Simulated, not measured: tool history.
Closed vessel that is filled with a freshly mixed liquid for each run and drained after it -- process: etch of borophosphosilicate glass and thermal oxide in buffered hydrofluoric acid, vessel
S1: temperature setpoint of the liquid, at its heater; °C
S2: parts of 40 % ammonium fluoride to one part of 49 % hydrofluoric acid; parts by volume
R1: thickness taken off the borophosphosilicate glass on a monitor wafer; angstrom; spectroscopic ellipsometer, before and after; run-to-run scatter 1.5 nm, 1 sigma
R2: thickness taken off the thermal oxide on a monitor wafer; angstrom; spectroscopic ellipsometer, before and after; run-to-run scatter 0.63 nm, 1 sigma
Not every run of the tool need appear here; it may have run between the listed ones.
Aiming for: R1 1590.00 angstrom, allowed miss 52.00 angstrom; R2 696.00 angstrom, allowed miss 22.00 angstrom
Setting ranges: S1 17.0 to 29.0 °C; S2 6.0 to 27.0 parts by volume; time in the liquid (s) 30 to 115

run 1 day=0.000 | S1=21.0 S2=16.5 time_in_the_liquid_(s)=60 | R1=862.74 R2=380.89
run 2 day=0.092 | S1=23.5 S2=16.5 time_in_the_liquid_(s)=60 | R1=983.44 R2=440.65
run 3 day=0.338 | S1=25.5 S2=16.5 time_in_the_liquid_(s)=60 | R1=1070.40 R2=478.94
run 4 day=0.554 | S1=25.5 S2=16.5 time_in_the_liquid_(s)=45 | R1=806.69 R2=363.22
run 5 day=0.604 | S1=25.5 S2=16.5 time_in_the_liquid_(s)=60 | R1=1088.90 R2=482.02
run 6 day=0.742 | S1=25.5 S2=14.5 time_in_the_liquid_(s)=60 | R1=1251.90 R2=533.18
run 7 day=0.850 | S1=26.5 S2=14.5 time_in_the_liquid_(s)=60 | R1=1307.40 R2=577.97
run 8 day=1.158 | S1=27.5 S2=11.5 time_in_the_liquid_(s)=60 | R1=1751.80 R2=761.39
run 9 day=1.200 | S1=27.0 S2=11.5 time_in_the_liquid_(s)=60 | R1=1687.30 R2=751.51
run 10 day=1.475 | S1=26.5 S2=11.5 time_in_the_liquid_(s)=60 | R1=1660.50 R2=725.35

Which of these 4 next moves meets every target?
run A day=1.750 | S1=19.5 S2=8.0 time_in_the_liquid_(s)=65 | R1=? R2=?
run B day=1.750 | S1=23.5 S2=10.0 time_in_the_liquid_(s)=65 | R1=? R2=?
run C day=1.750 | S1=26.5 S2=11.0 time_in_the_liquid_(s)=55 | R1=? R2=?
run D day=1.750 | S1=17.0 S2=9.0 time_in_the_liquid_(s)=85 | R1=? R2=?

move=A R1=1704.50 R2=743.31
move=B R1=1743.00 R2=764.04
move=C R1=1577.50 R2=693.21
move=D R1=1703.60 R2=742.45
A: further off than the last run
B: further off than the last run
C: every result within its allowed miss
D: further off than the last run
Move C is the one to make.
